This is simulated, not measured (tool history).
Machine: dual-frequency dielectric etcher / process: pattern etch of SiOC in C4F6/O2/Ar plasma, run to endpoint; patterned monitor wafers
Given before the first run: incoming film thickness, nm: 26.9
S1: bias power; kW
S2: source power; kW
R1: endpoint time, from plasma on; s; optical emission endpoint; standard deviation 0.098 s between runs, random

Run 1, day 0.000: S1 0.610 kW, S2 0.330 kW. Result: R1 9.6650 s.
Run 2, day 0.317: S1 0.660 kW, S2 0.330 kW. Result: R1 9.6166 s.
Run 3, day 0.350: S1 0.758 kW, S2 0.330 kW. Result: R1 9.2764 s.
Run 4, day 0.612: S1 0.697 kW, S2 0.330 kW. Result: R1 9.3885 s.
Run 5, day 0.904: S1 0.697 kW, S2 0.270 kW. Result: R1 9.9580 s.
Run 6, day 1.250: S1 0.801 kW, S2 0.270 kW. Result: R1 9.3228 s.
Run 7, day 1.592: S1 0.766 kW, S2 0.260 kW. Result: R1 9.5904 s.
Run 8, day 1.808: S1 0.734 kW, S2 0.250 kW. Result: R1 9.6404 s.
Run 9, day 1.850: S1 0.688 kW, S2 0.240 kW. Result: R1 10.0660 s.
Run 10, day 2.125: S1 0.664 kW, S2 0.230 kW. Result: R1 10.2110 s.
Run 11, day 2.329: S1 0.641 kW, S2 0.230 kW. Result: R1 10.2570 s.
Run 12, day 2.625: S1 0.616 kW, S2 0.230 kW. Result: R1 10.3790 s.
Run 13, day 2.879: S1 0.596 kW, S2 0.230 kW. Result: R1 10.4340 s.
Run 14, day 3.208: S1 0.576 kW, S2 0.230 kW. Result: R1 10.4270 s.

Run 15 is up next; what results do you expect?
Run 15, day 3.242: S1 0.552 kW, S2 0.230 kW. Result: R1 ?.

Run 15 measured R1 10.6550 s.

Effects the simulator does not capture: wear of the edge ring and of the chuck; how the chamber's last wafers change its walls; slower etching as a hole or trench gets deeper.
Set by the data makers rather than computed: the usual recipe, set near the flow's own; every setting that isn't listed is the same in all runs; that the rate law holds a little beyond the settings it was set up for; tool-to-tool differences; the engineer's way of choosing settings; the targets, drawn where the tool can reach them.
